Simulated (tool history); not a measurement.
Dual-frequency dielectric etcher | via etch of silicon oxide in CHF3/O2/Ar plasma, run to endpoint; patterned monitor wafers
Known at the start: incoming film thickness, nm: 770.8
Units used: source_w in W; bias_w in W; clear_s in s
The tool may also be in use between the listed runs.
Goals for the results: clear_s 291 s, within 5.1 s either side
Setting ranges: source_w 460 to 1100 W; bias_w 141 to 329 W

Run 1, hour 0: source_w 780 W, bias_w 235 W. Result: clear_s 317.7 s.
Run 2, hour 4.3: source_w 670 W, bias_w 235 W. Result: clear_s 337.12 s.
Run 3, hour 10: source_w 670 W, bias_w 215 W. Result: clear_s 346.14 s.
Run 4, hour 15.7: source_w 570 W, bias_w 215 W. Result: clear_s 364.45 s.
Run 5, hour 16.5: source_w 570 W, bias_w 189 W. Result: clear_s 377.1 s.
Run 6, hour 21.9: source_w 460 W, bias_w 189 W. Result: clear_s 406.53 s.
Run 7, hour 28: source_w 590 W, bias_w 194 W. Result: clear_s 368.75 s.
Run 8, hour 30.4: source_w 680 W, bias_w 198 W. Result: clear_s 350.26 s.
Run 9, hour 34.8: source_w 750 W, bias_w 202 W. Result: clear_s 333.87 s.
Run 10, hour 40: source_w 800 W, bias_w 205 W. Result: clear_s 326.29 s.
Run 11, hour 44.6: source_w 850 W, bias_w 207 W. Result: clear_s 322.42 s.
Run 12, hour 53: source_w 850 W, bias_w 207 W. Result: clear_s 318.43 s.
Run 13, hour 57.9: source_w 890 W, bias_w 209 W. Result: clear_s 312.12 s.
Run 14, hour 65.5: source_w 920 W, bias_w 211 W. Result: clear_s 306.63 s.
Run 15, hour 67.7: source_w 940 W, bias_w 212 W. Result: clear_s 308.21 s.
Run 16, hour 75.5: source_w 970 W, bias_w 214 W. Result: clear_s 302.28 s.
Run 17, hour 82.4: source_w 990 W, bias_w 215 W. Result: clear_s 301.58 s.
Run 18, hour 86.5: source_w 990 W, bias_w 215 W. Result: clear_s 301.34 s.
Run 19, hour 91: source_w 1010 W, bias_w 216 W. Result: clear_s 296.39 s.
Run 20, hour 94.4: source_w 1010 W, bias_w 216 W. Result: clear_s 297.54 s.

Of the 4 settings listed for the next run, only one would bring every result within its allowed miss of target. Which one?
Run A, hour 97.8: source_w 1010 W, bias_w 200 W. Result: clear_s ?.
Run B, hour 97.8: source_w 1040 W, bias_w 221 W. Result: clear_s ?.
Run C, hour 97.8: source_w 910 W, bias_w 230 W. Result: clear_s ?.
Run D, hour 97.8: source_w 1050 W, bias_w 184 W. Result: clear_s ?.

move  clear_s
   A    305.1
   B   293.77
   C   304.68
   D   307.56
A: the biggest miss grows against the last run
B: in spec on every target
C: the biggest miss grows against the last run
D: the biggest miss grows against the last run
The move that meets every target is B.
